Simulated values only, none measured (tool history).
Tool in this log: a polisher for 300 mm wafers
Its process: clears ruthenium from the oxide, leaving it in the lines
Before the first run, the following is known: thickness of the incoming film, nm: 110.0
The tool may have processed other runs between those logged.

run	day	flow of slurry (ml/min)	pressure of the wafer on the pad (kPa)	speed of the pad under the wafer (cm/s)	overpolish time after the end point (s)	time until the end point was called (s)
1	0.000	175	17.9	126	21	55.526
2	0.225	145	17.9	126	21	57.018
3	0.596	145	15.9	126	21	63.318
4	0.842	185	15.9	126	21	60.339
5	0.917	180	14.5	126	21	63.971
# day 1.204: head pressure recalibrated
6	1.204	205	14.5	126	21	67.300
7	1.238	205	13.1	126	21	72.636
8	1.267	205	12.4	126	21	74.084

Run 9 has not been measured yet. What should we expect?
9	1.329	205	11.7	126	21	?

{"run 9": {"time until the end point was called (s)": 78.366}}
